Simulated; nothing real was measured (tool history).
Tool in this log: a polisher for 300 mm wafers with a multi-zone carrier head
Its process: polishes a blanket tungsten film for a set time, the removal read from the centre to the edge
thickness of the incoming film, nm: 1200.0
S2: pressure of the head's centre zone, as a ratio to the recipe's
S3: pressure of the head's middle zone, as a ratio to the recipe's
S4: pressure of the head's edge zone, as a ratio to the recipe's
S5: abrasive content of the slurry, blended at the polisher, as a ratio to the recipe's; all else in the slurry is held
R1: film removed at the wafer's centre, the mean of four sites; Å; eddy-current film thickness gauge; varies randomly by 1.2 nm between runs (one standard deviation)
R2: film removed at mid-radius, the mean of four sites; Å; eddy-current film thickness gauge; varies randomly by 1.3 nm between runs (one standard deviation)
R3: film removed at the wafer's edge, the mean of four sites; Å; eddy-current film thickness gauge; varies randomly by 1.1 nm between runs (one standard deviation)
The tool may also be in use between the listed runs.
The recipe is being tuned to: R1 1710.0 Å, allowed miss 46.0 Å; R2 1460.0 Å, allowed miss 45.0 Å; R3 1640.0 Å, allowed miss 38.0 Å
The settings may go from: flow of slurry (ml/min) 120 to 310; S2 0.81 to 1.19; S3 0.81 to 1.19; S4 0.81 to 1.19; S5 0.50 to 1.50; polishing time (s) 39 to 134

Run 1, day 0.000: flow of slurry (ml/min) 200, S2 1.00, S3 1.00, S4 1.00, S5 1.00, polishing time (s) 86. Result: R1 2056.6 Å, R2 2069.0 Å, R3 2086.6 Å.
Run 2, day 0.254: flow of slurry (ml/min) 200, S2 1.00, S3 1.00, S4 1.00, S5 1.00, polishing time (s) 99. Result: R1 2385.3 Å, R2 2395.0 Å, R3 2428.3 Å.
Run 3, day 0.288: flow of slurry (ml/min) 200, S2 1.00, S3 1.00, S4 1.00, S5 1.00, polishing time (s) 106. Result: R1 2531.7 Å, R2 2530.8 Å, R3 2634.1 Å.
Run 4, day 0.408: flow of slurry (ml/min) 200, S2 1.00, S3 1.00, S4 1.00, S5 1.00, polishing time (s) 118. Result: R1 2846.8 Å, R2 2873.7 Å, R3 2892.4 Å.
Run 5, day 0.521: flow of slurry (ml/min) 195, S2 1.00, S3 0.98, S4 0.98, S5 0.95, polishing time (s) 114. Result: R1 2662.3 Å, R2 2637.8 Å, R3 2715.4 Å.
Run 6, day 0.729: flow of slurry (ml/min) 195, S2 1.00, S3 0.94, S4 0.98, S5 0.95, polishing time (s) 114. Result: R1 2672.5 Å, R2 2568.0 Å, R3 2724.9 Å.
Run 7, day 1.017: flow of slurry (ml/min) 190, S2 1.00, S3 0.93, S4 0.97, S5 0.90, polishing time (s) 111. Result: R1 2543.9 Å, R2 2419.9 Å, R3 2607.5 Å.
Run 8, day 1.383: flow of slurry (ml/min) 190, S2 1.00, S3 0.92, S4 0.95, S5 0.85, polishing time (s) 108. Result: R1 2404.4 Å, R2 2287.5 Å, R3 2429.5 Å.
Run 9, day 1.712: flow of slurry (ml/min) 185, S2 1.00, S3 0.91, S4 0.94, S5 0.80, polishing time (s) 106. Result: R1 2354.3 Å, R2 2195.1 Å, R3 2376.6 Å.
Run 10, day 1.775: flow of slurry (ml/min) 185, S2 1.00, S3 0.90, S4 0.93, S5 0.75, polishing time (s) 103. Result: R1 2207.3 Å, R2 2038.0 Å, R3 2251.9 Å.
Run 11, day 2.138: flow of slurry (ml/min) 185, S2 1.00, S3 0.90, S4 0.92, S5 0.70, polishing time (s) 101. Result: R1 2144.6 Å, R2 1998.6 Å, R3 2131.4 Å.
Run 12, day 2.254: flow of slurry (ml/min) 180, S2 1.00, S3 0.89, S4 0.91, S5 0.70, polishing time (s) 99. Result: R1 2102.8 Å, R2 1894.4 Å, R3 2070.6 Å.
Run 13, day 2.525: flow of slurry (ml/min) 160, S2 0.98, S3 0.84, S4 0.81, S5 0.50, polishing time (s) 85. Result: R1 1532.2 Å, R2 1375.9 Å, R3 1504.5 Å.
Run 14, day 2.867: flow of slurry (ml/min) 170, S2 0.98, S3 0.84, S4 0.82, S5 0.50, polishing time (s) 85. Result: R1 1546.0 Å, R2 1402.7 Å, R3 1515.4 Å.
Run 15, day 2.962: flow of slurry (ml/min) 225, S2 1.05, S3 0.82, S4 0.92, S5 0.60, polishing time (s) 84. Result: R1 1871.9 Å, R2 1503.2 Å, R3 1756.4 Å.
At day 3.217: slurry nozzle cleaned.
Run 16, day 3.217: flow of slurry (ml/min) 170, S2 1.03, S3 0.85, S4 0.88, S5 0.60, polishing time (s) 84. Result: R1 1873.8 Å, R2 1587.6 Å, R3 1750.1 Å.

5 candidate next runs follow, results not yet known. Just one meets every target within its allowed miss. Identify it.
Run A, day 3.471: flow of slurry (ml/min) 200, S2 0.93, S3 0.90, S4 0.81, S5 0.50, polishing time (s) 80. Result: R1 ?, R2 ?, R3 ?.
Run B, day 3.471: flow of slurry (ml/min) 210, S2 1.03, S3 0.87, S4 0.81, S5 0.50, polishing time (s) 81. Result: R1 ?, R2 ?, R3 ?.
Run C, day 3.471: flow of slurry (ml/min) 195, S2 0.94, S3 0.85, S4 0.82, S5 0.55, polishing time (s) 77. Result: R1 ?, R2 ?, R3 ?.
Run D, day 3.471: flow of slurry (ml/min) 145, S2 1.07, S3 0.90, S4 1.00, S5 0.55, polishing time (s) 79. Result: R1 ?, R2 ?, R3 ?.
Run E, day 3.471: flow of slurry (ml/min) 245, S2 0.94, S3 0.83, S4 0.81, S5 0.50, polishing time (s) 78. Result: R1 ?, R2 ?, R3 ?.

move      R1      R2      R3
   A  1573.2  1552.9  1532.7
   B  1780.1  1539.6  1561.2
   C  1567.0  1460.7  1522.1
   D  1716.4  1480.6  1636.4
   E  1600.2  1457.8  1528.5
A: the result that was furthest off in the last run now lies on the other side of its target
B: better than the last run, though not everything is in spec
C: the result that was furthest off in the last run now lies on the other side of its target
D: each result inside its tolerance
E: the result that was furthest off in the last run now lies on the other side of its target
Move D is the one to make.

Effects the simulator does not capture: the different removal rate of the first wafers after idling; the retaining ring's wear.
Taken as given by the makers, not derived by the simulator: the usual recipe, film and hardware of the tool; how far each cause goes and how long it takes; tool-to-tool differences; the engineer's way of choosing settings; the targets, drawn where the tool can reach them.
